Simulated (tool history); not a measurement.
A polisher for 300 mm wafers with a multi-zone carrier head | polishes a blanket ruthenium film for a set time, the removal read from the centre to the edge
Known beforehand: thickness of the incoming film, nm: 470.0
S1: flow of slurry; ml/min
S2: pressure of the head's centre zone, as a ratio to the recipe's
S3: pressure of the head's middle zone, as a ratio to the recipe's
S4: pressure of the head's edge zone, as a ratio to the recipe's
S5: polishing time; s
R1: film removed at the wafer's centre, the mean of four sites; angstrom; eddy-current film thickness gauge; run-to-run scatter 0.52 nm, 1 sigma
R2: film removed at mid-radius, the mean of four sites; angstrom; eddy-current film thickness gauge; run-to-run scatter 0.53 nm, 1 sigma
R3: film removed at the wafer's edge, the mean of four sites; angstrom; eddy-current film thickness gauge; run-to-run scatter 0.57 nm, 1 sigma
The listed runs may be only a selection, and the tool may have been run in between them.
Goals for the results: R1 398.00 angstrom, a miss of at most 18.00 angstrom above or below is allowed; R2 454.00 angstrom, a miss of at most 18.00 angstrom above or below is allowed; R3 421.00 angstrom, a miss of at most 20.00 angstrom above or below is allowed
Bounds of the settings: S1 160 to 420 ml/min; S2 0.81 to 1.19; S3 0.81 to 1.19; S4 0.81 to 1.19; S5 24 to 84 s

| run | day | S1 | S2 | S3 | S4 | S5 | R1 | R2 | R3 |
|---|---|---|---|---|---|---|---|---|---|
| 1 | 0.000 | 270 | 1.00 | 1.00 | 1.00 | 54 | 590.16 | 592.25 | 582.16 |
| 2 | 0.262 | 270 | 1.00 | 1.00 | 1.00 | 66 | 714.80 | 736.32 | 712.97 |
| 3 | 0.433 | 330 | 1.00 | 1.00 | 1.00 | 66 | 738.95 | 736.24 | 723.60 |
| 4 | 0.788 | 330 | 1.00 | 1.00 | 1.05 | 66 | 724.20 | 736.71 | 746.82 |
| 5 | 0.883 | 330 | 1.00 | 1.07 | 1.05 | 66 | 731.83 | 790.77 | 730.19 |
| 6 | 1.233 | 325 | 0.97 | 1.06 | 1.03 | 60 | 631.57 | 698.97 | 653.63 |
| 7 | 1.508 | 325 | 0.95 | 1.05 | 1.01 | 55 | 580.86 | 635.48 | 598.79 |
| 8 | 1.679 | 325 | 0.95 | 1.05 | 1.01 | 55 | 578.04 | 634.50 | 602.33 |

5 next moves are on the table. One of them brings every result within its allowed miss. Which?
| A | 1.850 | 350 | 0.99 | 0.93 | 1.02 | 43 | ? | ? | ? |
| B | 1.850 | 355 | 0.95 | 1.11 | 1.05 | 38 | ? | ? | ? |
| C | 1.850 | 290 | 0.93 | 1.00 | 0.99 | 35 | ? | ? | ? |
| D | 1.850 | 250 | 1.09 | 1.13 | 1.05 | 36 | ? | ? | ? |
| E | 1.850 | 320 | 0.81 | 0.90 | 1.06 | 46 | ? | ? | ? |

| move | R1 | R2 | R3 |
|---|---|---|---|
| A | 473.01 | 461.00 | 469.05 |
| B | 401.91 | 456.05 | 418.81 |
| C | 354.34 | 385.38 | 371.93 |
| D | 419.67 | 420.74 | 385.53 |
| E | 409.47 | 479.90 | 506.19 |
A: puts the biggest miss on target and leaves a different result outside tolerance
B: each result inside its tolerance
C: takes the biggest miss from the last run beyond its target
D: takes the biggest miss from the last run beyond its target
E: gains on the last run, yet a result remains outside its allowed miss
The right move is B.

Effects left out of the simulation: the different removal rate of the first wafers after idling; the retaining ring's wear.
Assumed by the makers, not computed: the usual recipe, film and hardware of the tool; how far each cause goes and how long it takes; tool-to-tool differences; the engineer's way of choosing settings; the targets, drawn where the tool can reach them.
